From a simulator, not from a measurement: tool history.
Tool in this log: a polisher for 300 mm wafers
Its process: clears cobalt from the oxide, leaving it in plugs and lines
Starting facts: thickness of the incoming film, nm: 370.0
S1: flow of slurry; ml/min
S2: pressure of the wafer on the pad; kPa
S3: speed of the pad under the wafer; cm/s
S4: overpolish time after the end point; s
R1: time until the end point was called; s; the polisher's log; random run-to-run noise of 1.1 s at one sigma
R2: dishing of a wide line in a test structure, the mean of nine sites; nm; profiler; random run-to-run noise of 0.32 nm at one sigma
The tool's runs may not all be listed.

run 1 day=0.000 | S1=275 S2=14.5 S3=102 S4=10 | R1=78.326 R2=16.586
run 2 day=0.038 | S1=275 S2=14.5 S3=102 S4=6 | R1=78.573 R2=14.721
run 3 day=0.338 | S1=275 S2=13.1 S3=102 S4=7 | R1=84.891 R2=15.107
run 4 day=0.588 | S1=275 S2=11.7 S3=102 S4=7 | R1=95.281 R2=14.391
run 5 day=0.825 | S1=275 S2=11.0 S3=102 S4=8 | R1=101.320 R2=14.951
run 6 day=0.888 | S1=275 S2=11.0 S3=114 S4=8 | R1=91.696 R2=15.536
run 7 day=0.983 | S1=275 S2=10.3 S3=114 S4=8 | R1=96.445 R2=15.079

The next listed run, before its measurement:
run 8 day=1.192 | S1=275 S2=9.7 S3=114 S4=9 | R1=? R2=?

Logged for run 8: R1 100.920 s, R2 15.127 nm.

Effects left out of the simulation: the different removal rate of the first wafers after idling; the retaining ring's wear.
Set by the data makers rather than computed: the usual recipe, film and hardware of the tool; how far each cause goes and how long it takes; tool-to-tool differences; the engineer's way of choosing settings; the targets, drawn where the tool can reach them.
